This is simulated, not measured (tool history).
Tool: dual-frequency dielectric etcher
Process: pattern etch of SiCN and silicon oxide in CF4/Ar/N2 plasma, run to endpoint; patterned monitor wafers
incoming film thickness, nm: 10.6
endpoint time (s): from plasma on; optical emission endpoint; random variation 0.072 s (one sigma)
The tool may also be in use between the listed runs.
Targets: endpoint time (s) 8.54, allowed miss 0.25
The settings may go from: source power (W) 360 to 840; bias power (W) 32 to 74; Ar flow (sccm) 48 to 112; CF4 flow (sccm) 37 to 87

| run | hour | source power (W) | bias power (W) | Ar flow (sccm) | CF4 flow (sccm) | endpoint time (s) |
|---|---|---|---|---|---|---|
| 1 | 0 | 600 | 53 | 80 | 62 | 10.082 |
| 2 | 1.6 | 600 | 45 | 80 | 62 | 10.79 |
| 3 | 7.7 | 650 | 46 | 80 | 62 | 10.133 |
| 4 | 10.2 | 690 | 47 | 80 | 62 | 9.5645 |
| 5 | 17.1 | 620 | 47 | 80 | 62 | 10.216 |
|  | 20.1 | bias power generator calibrated |
| 6 | 20.1 | 620 | 47 | 86 | 62 | 10.669 |
| 7 | 21.9 | 670 | 48 | 86 | 62 | 9.8603 |
| 8 | 23.3 | 700 | 49 | 86 | 62 | 9.5597 |

5 next moves are on the table. One of them brings every result within its allowed miss. Which?
| A | 24.7 | 800 | 54 | 82 | 67 | ? |
| B | 24.7 | 710 | 53 | 85 | 60 | ? |
| C | 24.7 | 640 | 57 | 101 | 59 | ? |
| D | 24.7 | 780 | 60 | 95 | 74 | ? |
| E | 24.7 | 760 | 52 | 96 | 75 | ? |

| move | endpoint time (s) |
|---|---|
| A | 8.016 |
| B | 9.1726 |
| C | 10.118 |
| D | 7.9793 |
| E | 8.5798 |
A: takes the result that was furthest off past its target
B: nearer than the last run, and not there yet
C: further off than the last run
D: takes the result that was furthest off past its target
E: meets every target
Answer: E
